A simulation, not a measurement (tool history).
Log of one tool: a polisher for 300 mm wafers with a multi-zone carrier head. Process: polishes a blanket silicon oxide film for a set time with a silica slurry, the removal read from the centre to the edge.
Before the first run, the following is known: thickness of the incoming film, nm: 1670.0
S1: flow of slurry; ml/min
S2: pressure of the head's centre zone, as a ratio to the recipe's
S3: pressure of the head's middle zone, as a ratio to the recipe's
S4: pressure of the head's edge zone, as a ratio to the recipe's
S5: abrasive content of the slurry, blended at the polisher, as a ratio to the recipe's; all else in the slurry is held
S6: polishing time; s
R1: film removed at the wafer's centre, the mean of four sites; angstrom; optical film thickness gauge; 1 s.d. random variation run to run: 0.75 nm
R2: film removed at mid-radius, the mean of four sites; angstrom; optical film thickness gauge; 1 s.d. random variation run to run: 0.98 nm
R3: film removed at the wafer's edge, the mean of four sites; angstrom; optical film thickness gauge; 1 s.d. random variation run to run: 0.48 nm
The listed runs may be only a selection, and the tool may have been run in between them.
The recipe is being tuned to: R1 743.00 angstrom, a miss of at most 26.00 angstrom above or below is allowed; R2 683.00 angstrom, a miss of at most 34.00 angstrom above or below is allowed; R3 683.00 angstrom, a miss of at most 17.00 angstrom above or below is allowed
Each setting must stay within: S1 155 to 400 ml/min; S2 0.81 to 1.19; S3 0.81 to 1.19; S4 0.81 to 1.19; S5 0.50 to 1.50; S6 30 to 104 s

| run | hour | S1 | S2 | S3 | S4 | S5 | S6 | R1 | R2 | R3 |
|---|---|---|---|---|---|---|---|---|---|---|
| 1 | 0.0 | 255 | 1.00 | 1.00 | 1.00 | 1.00 | 67 | 1213.50 | 1203.60 | 1204.40 |
| 2 | 8.6 | 255 | 1.00 | 0.98 | 0.96 | 0.85 | 62 | 1050.00 | 1004.20 | 1029.70 |
| 3 | 13.4 | 295 | 1.00 | 0.98 | 0.96 | 0.85 | 62 | 1089.10 | 1021.40 | 1034.70 |
| 4 | 16.9 | 295 | 0.96 | 0.98 | 0.96 | 0.85 | 62 | 1027.00 | 1032.20 | 1050.10 |
| 5 | 23.1 | 290 | 0.97 | 0.98 | 0.93 | 0.75 | 58 | 922.37 | 927.13 | 904.95 |
| 6 | 27.1 | 280 | 0.97 | 0.96 | 0.90 | 0.70 | 57 | 866.36 | 878.57 | 857.16 |
| 7 | 30.0 | 275 | 0.98 | 0.94 | 0.88 | 0.65 | 56 | 845.55 | 807.80 | 805.14 |
| 8 | 37.7 | 265 | 0.98 | 0.93 | 0.86 | 0.60 | 55 | 789.01 | 743.52 | 748.59 |
| 9 | 40.0 | 250 | 0.98 | 0.93 | 0.85 | 0.60 | 55 | 793.82 | 749.35 | 749.80 |
| 10 | 45.6 | 245 | 0.98 | 0.93 | 0.84 | 0.55 | 55 | 744.38 | 720.58 | 721.99 |
| 11 | 46.8 | 245 | 0.99 | 0.93 | 0.83 | 0.55 | 55 | 783.62 | 727.99 | 703.04 |
| 12 | 49.8 | 210 | 0.97 | 0.88 | 0.81 | 0.50 | 55 | 707.55 | 655.54 | 670.49 |

Exercise: of the 4 proposed moves below, exactly one satisfies all targets within the stated allowed misses. Which move is it?
| A | 52.8 | 170 | 1.01 | 0.91 | 0.81 | 0.50 | 58 | ? | ? | ? |
| B | 52.8 | 155 | 0.95 | 0.95 | 0.83 | 0.50 | 58 | ? | ? | ? |
| C | 52.8 | 200 | 0.97 | 0.85 | 0.86 | 0.50 | 55 | ? | ? | ? |
| D | 52.8 | 200 | 1.07 | 0.83 | 0.81 | 0.50 | 54 | ? | ? | ? |

| move | R1 | R2 | R3 |
|---|---|---|---|
| A | 738.33 | 687.82 | 684.93 |
| B | 678.76 | 695.67 | 680.18 |
| C | 695.04 | 640.42 | 677.50 |
| D | 753.22 | 618.08 | 652.43 |
A: each result inside its tolerance
B: moves away from the targets compared with the last run
C: moves away from the targets compared with the last run
D: puts the biggest miss on target and leaves a different result outside tolerance
Go with A: it meets all targets.

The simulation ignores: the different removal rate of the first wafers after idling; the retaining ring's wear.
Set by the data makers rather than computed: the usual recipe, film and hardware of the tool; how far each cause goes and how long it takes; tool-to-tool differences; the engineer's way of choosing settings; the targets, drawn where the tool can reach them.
